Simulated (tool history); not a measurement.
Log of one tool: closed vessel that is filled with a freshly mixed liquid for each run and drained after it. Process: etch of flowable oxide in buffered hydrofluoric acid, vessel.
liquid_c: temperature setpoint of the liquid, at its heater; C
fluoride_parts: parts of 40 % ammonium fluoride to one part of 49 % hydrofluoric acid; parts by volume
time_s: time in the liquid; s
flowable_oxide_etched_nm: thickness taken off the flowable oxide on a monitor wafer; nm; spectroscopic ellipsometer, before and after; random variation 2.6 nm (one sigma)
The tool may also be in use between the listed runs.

run  hour  liquid_c  fluoride_parts  time_s  flowable_oxide_etched_nm
  1   0.0      21.0             9.5      95                    321.84
  2   6.1      17.5             9.5      95                    265.98
  3  11.2      17.5             7.0      95                    358.77
  4  14.1      17.0             7.0      95                    345.94
  5  22.2      18.5             7.0      95                    382.29
  6  25.3      18.5             7.0     105                    419.64
  7  33.2      19.5             7.0     105                    443.23
  8  39.1      20.0             7.0     105                    459.03
  9  44.7      20.5             7.0     105                    471.70
 10  46.3      21.0             7.0     105                    484.94
 11  51.2      21.5             7.0     105                    497.34
 12  57.3      21.5             7.0     105                    496.18

The next listed run, before its measurement:
 13  66.0      22.0             7.0     105                         ?

Run 13 gave flowable_oxide_etched_nm 516.42 nm.
